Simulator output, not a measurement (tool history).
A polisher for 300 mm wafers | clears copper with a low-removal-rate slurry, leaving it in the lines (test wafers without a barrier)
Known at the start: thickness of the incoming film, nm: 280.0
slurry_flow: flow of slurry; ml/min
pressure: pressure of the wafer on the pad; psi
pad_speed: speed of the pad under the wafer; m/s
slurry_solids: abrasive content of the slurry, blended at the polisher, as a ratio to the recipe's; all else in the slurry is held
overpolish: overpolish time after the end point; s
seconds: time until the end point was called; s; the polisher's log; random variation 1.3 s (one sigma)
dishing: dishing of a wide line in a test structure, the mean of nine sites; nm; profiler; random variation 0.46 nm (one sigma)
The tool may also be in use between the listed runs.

run	day	slurry_flow	pressure	pad_speed	slurry_solids	overpolish	seconds	dishing
1	0	185	3.1	1	1	19	97.208	29.898
2	0.15	180	3	1	1	20	100.15	31.275
3	0.192	180	3	1.18	1	20	91.661	34.281
4	0.5	180	2.6	1.18	1	20	103.55	30.83
5	0.829	175	2.5	1.18	1	21	107.49	30.414
6	0.858	175	2.5	1.18	1	28	108.77	39.127
7	1.058	170	2.4	1.18	1	28	112.41	37.457
8	1.208	165	2.3	1.18	1	29	115.03	37.854
9	1.558	165	2.2	1.18	1	29	122.71	36.169
10	1.9	160	2.2	1.18	1	29	123.83	36.33
11	2.15	155	2.2	1.18	1	29	121.6	36.092

The next listed run, before its measurement:
12	2.417	155	2.1	1.18	1	29	?	?

Run 12 gave seconds 128.82 s, dishing 34.588 nm.
